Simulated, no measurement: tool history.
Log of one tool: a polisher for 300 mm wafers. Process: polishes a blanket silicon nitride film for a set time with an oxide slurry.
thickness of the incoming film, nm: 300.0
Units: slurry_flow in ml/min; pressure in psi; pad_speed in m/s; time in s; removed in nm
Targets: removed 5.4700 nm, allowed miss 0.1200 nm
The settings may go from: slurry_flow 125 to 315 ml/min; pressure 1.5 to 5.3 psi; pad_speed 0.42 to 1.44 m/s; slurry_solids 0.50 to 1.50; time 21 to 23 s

Run 1, hour 0.0: slurry_flow 205 ml/min, pressure 3.4 psi, pad_speed 0.92 m/s, slurry_solids 1.00, time 23 s. Result: removed 7.8658 nm.
Run 2, hour 3.3: slurry_flow 195 ml/min, pressure 3.0 psi, pad_speed 0.92 m/s, slurry_solids 1.00, time 23 s. Result: removed 7.2302 nm.
Run 3, hour 4.0: slurry_flow 195 ml/min, pressure 2.6 psi, pad_speed 0.92 m/s, slurry_solids 1.00, time 23 s. Result: removed 6.6184 nm.
Run 4, hour 7.4: slurry_flow 195 ml/min, pressure 2.6 psi, pad_speed 0.80 m/s, slurry_solids 1.00, time 23 s. Result: removed 6.0500 nm.
Run 5, hour 9.8: slurry_flow 195 ml/min, pressure 3.2 psi, pad_speed 0.80 m/s, slurry_solids 1.00, time 23 s. Result: removed 6.9759 nm.
Run 6, hour 16.9: slurry_flow 195 ml/min, pressure 3.6 psi, pad_speed 0.80 m/s, slurry_solids 1.00, time 23 s. Result: removed 7.5156 nm.
Run 7, hour 19.6: slurry_flow 195 ml/min, pressure 3.1 psi, pad_speed 0.80 m/s, slurry_solids 1.00, time 23 s. Result: removed 6.7424 nm.
Run 8, hour 28.4: slurry_flow 195 ml/min, pressure 2.8 psi, pad_speed 0.80 m/s, slurry_solids 1.00, time 23 s. Result: removed 6.2633 nm.
Run 9, hour 29.4: slurry_flow 195 ml/min, pressure 2.8 psi, pad_speed 0.80 m/s, slurry_solids 1.00, time 23 s. Result: removed 6.3404 nm.
Run 10, hour 37.1: slurry_flow 195 ml/min, pressure 2.6 psi, pad_speed 0.80 m/s, slurry_solids 1.00, time 23 s. Result: removed 6.0370 nm.
Run 11, hour 40.0: slurry_flow 195 ml/min, pressure 2.5 psi, pad_speed 0.80 m/s, slurry_solids 1.00, time 23 s. Result: removed 5.9010 nm.
Run 12, hour 40.7: slurry_flow 195 ml/min, pressure 2.4 psi, pad_speed 0.80 m/s, slurry_solids 1.00, time 23 s. Result: removed 5.7434 nm.

4 next moves are on the table. One of them brings every result within its allowed miss. Which?
Run A, hour 41.4: slurry_flow 170 ml/min, pressure 2.6 psi, pad_speed 0.92 m/s, slurry_solids 0.80, time 23 s. Result: removed ?.
Run B, hour 41.4: slurry_flow 205 ml/min, pressure 2.1 psi, pad_speed 0.88 m/s, slurry_solids 0.90, time 22 s. Result: removed ?.
Run C, hour 41.4: slurry_flow 230 ml/min, pressure 2.4 psi, pad_speed 0.70 m/s, slurry_solids 1.20, time 21 s. Result: removed ?.
Run D, hour 41.4: slurry_flow 195 ml/min, pressure 2.6 psi, pad_speed 0.66 m/s, slurry_solids 1.05, time 23 s. Result: removed ?.

move  removed
   A   5.7936
   B   5.1144
   C   5.3018
   D   5.4536
A: further off than the last run
B: takes the result that was furthest off past its target
C: takes the result that was furthest off past its target
D: meets every target
Move D is the one to make.

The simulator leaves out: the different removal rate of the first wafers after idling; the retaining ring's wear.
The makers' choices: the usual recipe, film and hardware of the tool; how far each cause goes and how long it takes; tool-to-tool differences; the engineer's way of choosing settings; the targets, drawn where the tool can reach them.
